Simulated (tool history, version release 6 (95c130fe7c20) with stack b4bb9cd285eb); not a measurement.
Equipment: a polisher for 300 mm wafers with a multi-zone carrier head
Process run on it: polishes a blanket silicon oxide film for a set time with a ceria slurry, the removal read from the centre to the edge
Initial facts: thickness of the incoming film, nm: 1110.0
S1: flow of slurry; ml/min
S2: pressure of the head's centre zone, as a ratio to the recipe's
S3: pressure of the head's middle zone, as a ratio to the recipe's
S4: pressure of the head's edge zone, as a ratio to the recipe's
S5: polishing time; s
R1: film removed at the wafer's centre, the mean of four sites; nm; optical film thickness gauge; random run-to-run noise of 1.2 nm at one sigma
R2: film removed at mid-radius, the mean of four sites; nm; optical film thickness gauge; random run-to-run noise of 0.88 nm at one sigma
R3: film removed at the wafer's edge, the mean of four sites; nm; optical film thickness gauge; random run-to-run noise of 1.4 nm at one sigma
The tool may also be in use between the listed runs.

| run | hour | S1 | S2 | S3 | S4 | S5 | R1 | R2 | R3 |
|---|---|---|---|---|---|---|---|---|---|
| 1 | 0.0 | 190 | 1.00 | 1.00 | 1.00 | 41 | 94.369 | 93.020 | 94.049 |
| 2 | 2.9 | 190 | 0.97 | 1.00 | 1.00 | 41 | 91.292 | 93.041 | 92.883 |
| 3 | 10.3 | 190 | 1.03 | 1.00 | 1.00 | 41 | 96.242 | 91.992 | 92.252 |
| 4 | 16.8 | 200 | 1.05 | 0.99 | 1.04 | 43 | 104.380 | 97.859 | 102.050 |
| 5 | 17.6 | 215 | 1.08 | 0.99 | 1.07 | 44 | 109.460 | 99.603 | 103.020 |
| 6 | 22.7 | 215 | 1.14 | 0.99 | 1.07 | 44 | 117.380 | 99.927 | 105.080 |
| 7 | 30.7 | 210 | 1.14 | 0.98 | 1.09 | 46 | 123.280 | 103.710 | 108.890 |
| 8 | 39.4 | 220 | 1.13 | 0.96 | 1.12 | 47 | 125.270 | 105.750 | 116.360 |
|  | 42.1 | worn pad replaced by a new one |
| 9 | 42.1 | 220 | 1.13 | 0.96 | 1.12 | 47 | 137.070 | 117.270 | 128.020 |

Predict the results of run 10:
| 10 | 44.6 | 210 | 1.13 | 0.95 | 1.11 | 47 | ? | ? | ? |

{"run 10": {"R1": 139.1, "R2": 116.43, "R3": 124.57}}
